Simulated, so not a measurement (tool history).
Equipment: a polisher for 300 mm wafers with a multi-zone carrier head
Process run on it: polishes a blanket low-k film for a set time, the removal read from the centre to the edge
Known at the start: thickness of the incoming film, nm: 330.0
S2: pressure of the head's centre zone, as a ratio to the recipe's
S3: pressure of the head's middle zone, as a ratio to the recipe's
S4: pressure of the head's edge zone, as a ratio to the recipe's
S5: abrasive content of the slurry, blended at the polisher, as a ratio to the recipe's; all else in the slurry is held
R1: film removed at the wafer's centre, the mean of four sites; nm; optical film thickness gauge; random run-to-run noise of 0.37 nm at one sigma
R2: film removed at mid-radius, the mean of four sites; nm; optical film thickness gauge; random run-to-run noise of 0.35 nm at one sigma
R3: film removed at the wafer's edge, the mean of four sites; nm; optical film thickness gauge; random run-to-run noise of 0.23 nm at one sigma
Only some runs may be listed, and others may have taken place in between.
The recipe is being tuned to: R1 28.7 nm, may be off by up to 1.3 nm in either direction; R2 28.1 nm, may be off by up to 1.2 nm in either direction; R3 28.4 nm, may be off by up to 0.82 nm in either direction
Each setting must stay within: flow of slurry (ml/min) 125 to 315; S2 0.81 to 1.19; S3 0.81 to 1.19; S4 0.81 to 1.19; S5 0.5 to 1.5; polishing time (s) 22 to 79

{"run": 1, "hour": 0.0, "flow of slurry (ml/min)": 205, "S2": 1, "S3": 1, "S4": 1, "S5": 1, "polishing time (s)": 50, "R1": 16.695, "R2": 16.895, "R3": 17.588}
{"run": 2, "hour": 8.9, "flow of slurry (ml/min)": 205, "S2": 1, "S3": 1, "S4": 1, "S5": 1.1, "polishing time (s)": 50, "R1": 17.301, "R2": 17.266, "R3": 17.984}
{"run": 3, "hour": 10.0, "flow of slurry (ml/min)": 185, "S2": 1, "S3": 1, "S4": 1, "S5": 1.1, "polishing time (s)": 50, "R1": 16.813, "R2": 16.952, "R3": 17.826}
{"run": 4, "hour": 17.3, "flow of slurry (ml/min)": 185, "S2": 1, "S3": 1, "S4": 1.05, "S5": 1.1, "polishing time (s)": 50, "R1": 17.094, "R2": 16.916, "R3": 18.478}
{"hour": 24.9, "done": "edge zone pressure recalibrated"}
{"run": 5, "hour": 24.9, "flow of slurry (ml/min)": 195, "S2": 1.01, "S3": 1.02, "S4": 1.07, "S5": 1.15, "polishing time (s)": 52, "R1": 17.923, "R2": 18.512, "R3": 19.334}
{"run": 6, "hour": 29.4, "flow of slurry (ml/min)": 200, "S2": 1.02, "S3": 1.02, "S4": 1.08, "S5": 1.2, "polishing time (s)": 54, "R1": 19.81, "R2": 19.778, "R3": 20.187}
{"run": 7, "hour": 35.9, "flow of slurry (ml/min)": 200, "S2": 1.02, "S3": 1.02, "S4": 1.09, "S5": 1.25, "polishing time (s)": 56, "R1": 20.555, "R2": 20.904, "R3": 21.374}
{"run": 8, "hour": 40.4, "flow of slurry (ml/min)": 200, "S2": 1.02, "S3": 1.02, "S4": 1.1, "S5": 1.3, "polishing time (s)": 58, "R1": 21.624, "R2": 21.701, "R3": 22.573}
{"run": 9, "hour": 43.1, "flow of slurry (ml/min)": 200, "S2": 1.03, "S3": 1.02, "S4": 1.1, "S5": 1.35, "polishing time (s)": 60, "R1": 22.762, "R2": 23.14, "R3": 23.835}
{"run": 10, "hour": 44.7, "flow of slurry (ml/min)": 205, "S2": 1.04, "S3": 1.02, "S4": 1.1, "S5": 1.35, "polishing time (s)": 61, "R1": 23.659, "R2": 23.496, "R3": 24.046}
{"run": 11, "hour": 52.2, "flow of slurry (ml/min)": 205, "S2": 1.04, "S3": 1.02, "S4": 1.11, "S5": 1.35, "polishing time (s)": 62, "R1": 23.887, "R2": 23.884, "R3": 24.462}
{"run": 12, "hour": 54.2, "flow of slurry (ml/min)": 205, "S2": 1.04, "S3": 1.02, "S4": 1.11, "S5": 1.35, "polishing time (s)": 63, "R1": 24.867, "R2": 24.111, "R3": 24.755}
{"run": 13, "hour": 60.4, "flow of slurry (ml/min)": 205, "S2": 1.04, "S3": 1.02, "S4": 1.12, "S5": 1.35, "polishing time (s)": 64, "R1": 24.762, "R2": 24.59, "R3": 25.645}
{"run": 14, "hour": 66.0, "flow of slurry (ml/min)": 210, "S2": 1.04, "S3": 1.02, "S4": 1.13, "S5": 1.35, "polishing time (s)": 64, "R1": 24.547, "R2": 24.433, "R3": 25.813}
{"run": 15, "hour": 71.8, "flow of slurry (ml/min)": 210, "S2": 1.05, "S3": 1.02, "S4": 1.13, "S5": 1.35, "polishing time (s)": 64, "R1": 25.127, "R2": 24.776, "R3": 25.902}
{"run": 16, "hour": 78.6, "flow of slurry (ml/min)": 215, "S2": 1.06, "S3": 1.02, "S4": 1.14, "S5": 1.35, "polishing time (s)": 64, "R1": 25.606, "R2": 24.213, "R3": 26.097}

Which of these 4 next moves meets every target?
{"run": "A", "hour": 85.4, "flow of slurry (ml/min)": 240, "S2": 1.18, "S3": 0.81, "S4": 1.19, "S5": 1.25, "polishing time (s)": 68, "R1": "?", "R2": "?", "R3": "?"}
{"run": "B", "hour": 85.4, "flow of slurry (ml/min)": 200, "S2": 1.06, "S3": 1.1, "S4": 1.03, "S5": 1.5, "polishing time (s)": 68, "R1": "?", "R2": "?", "R3": "?"}
{"run": "C", "hour": 85.4, "flow of slurry (ml/min)": 200, "S2": 1.09, "S3": 1.05, "S4": 1.13, "S5": 1.45, "polishing time (s)": 69, "R1": "?", "R2": "?", "R3": "?"}
{"run": "D", "hour": 85.4, "flow of slurry (ml/min)": 215, "S2": 1.08, "S3": 0.85, "S4": 1.19, "S5": 1.2, "polishing time (s)": 71, "R1": "?", "R2": "?", "R3": "?"}

move=A R1=29.37 R2=21.607 R3=28.014
move=B R1=27.508 R2=29.156 R3=27.224
move=C R1=28.365 R2=28.095 R3=28.621
move=D R1=27.233 R2=22.822 R3=28.509
A: misses by more than the last run did
B: gets the furthest-off result to its target, but another result is out of tolerance
C: all results land within tolerance of their targets
D: misses by more than the last run did
Answer: C

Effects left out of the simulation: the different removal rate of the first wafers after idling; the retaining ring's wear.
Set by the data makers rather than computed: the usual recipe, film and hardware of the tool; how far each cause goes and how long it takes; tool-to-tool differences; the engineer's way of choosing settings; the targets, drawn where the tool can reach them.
